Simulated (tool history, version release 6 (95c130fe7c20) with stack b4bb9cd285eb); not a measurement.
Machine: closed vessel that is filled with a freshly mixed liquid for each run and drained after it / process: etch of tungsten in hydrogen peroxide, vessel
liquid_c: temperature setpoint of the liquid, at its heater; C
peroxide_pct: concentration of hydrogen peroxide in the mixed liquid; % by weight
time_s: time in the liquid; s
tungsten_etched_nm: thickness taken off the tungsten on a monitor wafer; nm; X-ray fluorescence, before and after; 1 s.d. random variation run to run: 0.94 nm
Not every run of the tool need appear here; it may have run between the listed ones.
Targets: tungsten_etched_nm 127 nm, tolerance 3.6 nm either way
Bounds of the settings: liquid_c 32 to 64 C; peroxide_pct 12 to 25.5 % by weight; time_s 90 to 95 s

Run 1, hour 0: liquid_c 48 C, peroxide_pct 17.5 % by weight, time_s 90 s. Result: tungsten_etched_nm 108.77 nm.
Run 2, hour 6.1: liquid_c 48 C, peroxide_pct 14 % by weight, time_s 90 s. Result: tungsten_etched_nm 96.992 nm.
Run 3, hour 12.4: liquid_c 48.5 C, peroxide_pct 14 % by weight, time_s 90 s. Result: tungsten_etched_nm 100.74 nm.
Run 4, hour 21.5: liquid_c 48.5 C, peroxide_pct 12 % by weight, time_s 90 s. Result: tungsten_etched_nm 93.319 nm.
Run 5, hour 26.5: liquid_c 49.5 C, peroxide_pct 12 % by weight, time_s 90 s. Result: tungsten_etched_nm 99.749 nm.
Run 6, hour 29.6: liquid_c 49.5 C, peroxide_pct 12 % by weight, time_s 90 s. Result: tungsten_etched_nm 98.055 nm.
Run 7, hour 37.5: liquid_c 50.5 C, peroxide_pct 12 % by weight, time_s 90 s. Result: tungsten_etched_nm 104.44 nm.
Run 8, hour 46.7: liquid_c 51 C, peroxide_pct 12 % by weight, time_s 90 s. Result: tungsten_etched_nm 109.68 nm.
Run 9, hour 52.2: liquid_c 51.5 C, peroxide_pct 12 % by weight, time_s 90 s. Result: tungsten_etched_nm 112.54 nm.
Run 10, hour 59.3: liquid_c 52 C, peroxide_pct 12 % by weight, time_s 90 s. Result: tungsten_etched_nm 114.82 nm.

Exactly one of the 4 candidate moves below puts every result within its allowed miss. Which one?
Run A, hour 66.4: liquid_c 49 C, peroxide_pct 13 % by weight, time_s 90 s. Result: tungsten_etched_nm ?.
Run B, hour 66.4: liquid_c 52.5 C, peroxide_pct 12 % by weight, time_s 95 s. Result: tungsten_etched_nm ?.
Run C, hour 66.4: liquid_c 53.5 C, peroxide_pct 14 % by weight, time_s 90 s. Result: tungsten_etched_nm ?.
Run D, hour 66.4: liquid_c 52.5 C, peroxide_pct 14 % by weight, time_s 95 s. Result: tungsten_etched_nm ?.

move  tungsten_etched_nm
   A              99.679
   B              125.08
   C               135.9
   D               135.1
A: lands further from the targets than the last run did
B: all results land within tolerance of their targets
C: pushes the last run's worst result past its target
D: pushes the last run's worst result past its target
Go with B: it meets all targets.
